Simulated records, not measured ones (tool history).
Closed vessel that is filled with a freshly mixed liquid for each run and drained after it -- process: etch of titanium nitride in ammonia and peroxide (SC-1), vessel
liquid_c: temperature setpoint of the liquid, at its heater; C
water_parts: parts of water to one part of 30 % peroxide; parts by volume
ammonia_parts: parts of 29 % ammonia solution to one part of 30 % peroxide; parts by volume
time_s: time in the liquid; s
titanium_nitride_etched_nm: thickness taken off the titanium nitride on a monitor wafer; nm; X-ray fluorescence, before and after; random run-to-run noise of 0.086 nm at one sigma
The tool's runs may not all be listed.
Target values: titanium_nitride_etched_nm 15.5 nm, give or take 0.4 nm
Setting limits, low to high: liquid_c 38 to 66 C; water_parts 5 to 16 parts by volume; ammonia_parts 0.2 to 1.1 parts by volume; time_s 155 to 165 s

Run 1, hour 0: liquid_c 50 C, water_parts 9 parts by volume, ammonia_parts 0.6 parts by volume, time_s 155 s. Result: titanium_nitride_etched_nm 20.334 nm.
Run 2, hour 1.3: liquid_c 49.5 C, water_parts 9 parts by volume, ammonia_parts 0.6 parts by volume, time_s 155 s. Result: titanium_nitride_etched_nm 19.591 nm.
Run 3, hour 2.2: liquid_c 49 C, water_parts 9 parts by volume, ammonia_parts 0.6 parts by volume, time_s 155 s. Result: titanium_nitride_etched_nm 19.084 nm.
Run 4, hour 8.2: liquid_c 43 C, water_parts 9 parts by volume, ammonia_parts 0.6 parts by volume, time_s 155 s. Result: titanium_nitride_etched_nm 12.295 nm.
Run 5, hour 10.8: liquid_c 43 C, water_parts 11 parts by volume, ammonia_parts 0.6 parts by volume, time_s 155 s. Result: titanium_nitride_etched_nm 11.019 nm.
Run 6, hour 17.2: liquid_c 44 C, water_parts 11 parts by volume, ammonia_parts 0.6 parts by volume, time_s 155 s. Result: titanium_nitride_etched_nm 11.899 nm.
Run 7, hour 22.9: liquid_c 44.5 C, water_parts 11 parts by volume, ammonia_parts 0.6 parts by volume, time_s 155 s. Result: titanium_nitride_etched_nm 12.382 nm.
Run 8, hour 23.8: liquid_c 45 C, water_parts 11 parts by volume, ammonia_parts 0.6 parts by volume, time_s 155 s. Result: titanium_nitride_etched_nm 12.774 nm.
Run 9, hour 29.5: liquid_c 48.5 C, water_parts 11 parts by volume, ammonia_parts 0.6 parts by volume, time_s 155 s. Result: titanium_nitride_etched_nm 16.334 nm.
Run 10, hour 38.3: liquid_c 48 C, water_parts 11 parts by volume, ammonia_parts 0.6 parts by volume, time_s 155 s. Result: titanium_nitride_etched_nm 15.953 nm.

Which one of the following 4 next-run settings gets every result inside its allowed miss? There is exactly one.
Run A, hour 47.1: liquid_c 47.5 C, water_parts 10 parts by volume, ammonia_parts 0.65 parts by volume, time_s 155 s. Result: titanium_nitride_etched_nm ?.
Run B, hour 47.1: liquid_c 48 C, water_parts 11 parts by volume, ammonia_parts 0.55 parts by volume, time_s 165 s. Result: titanium_nitride_etched_nm ?.
Run C, hour 47.1: liquid_c 47.5 C, water_parts 11 parts by volume, ammonia_parts 0.6 parts by volume, time_s 155 s. Result: titanium_nitride_etched_nm ?.
Run D, hour 47.1: liquid_c 47 C, water_parts 8.5 parts by volume, ammonia_parts 0.45 parts by volume, time_s 160 s. Result: titanium_nitride_etched_nm ?.

move  titanium_nitride_etched_nm
   A                      16.223
   B                      16.547
   C                      15.231
   D                      16.507
A: the biggest miss grows against the last run
B: the biggest miss grows against the last run
C: meets every target
D: the biggest miss grows against the last run
So the answer is move C, the one that meets all the targets.

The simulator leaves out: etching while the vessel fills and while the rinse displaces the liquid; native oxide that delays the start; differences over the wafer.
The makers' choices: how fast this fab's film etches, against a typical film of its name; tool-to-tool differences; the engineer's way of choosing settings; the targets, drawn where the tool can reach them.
